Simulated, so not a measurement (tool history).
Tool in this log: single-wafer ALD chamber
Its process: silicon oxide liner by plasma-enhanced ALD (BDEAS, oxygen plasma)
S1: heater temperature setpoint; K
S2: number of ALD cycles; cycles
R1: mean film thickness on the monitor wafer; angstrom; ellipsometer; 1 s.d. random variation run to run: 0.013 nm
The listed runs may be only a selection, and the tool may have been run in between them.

run 1 hour=0.0 | S1=588.15 S2=39 | R1=35.562
run 2 hour=3.8 | S1=581.15 S2=39 | R1=36.093
run 3 hour=5.8 | S1=587.15 S2=39 | R1=35.842
run 4 hour=10.3 | S1=587.15 S2=43 | R1=39.468
run 5 hour=16.6 | S1=592.15 S2=43 | R1=38.993
run 6 hour=18.3 | S1=601.15 S2=43 | R1=38.303
run 7 hour=24.1 | S1=600.15 S2=44 | R1=39.568

For run 8, what comes out?
run 8 hour=29.0 | S1=599.15 S2=45 | R1=?

Run 8 came out at R1 40.374 angstrom.
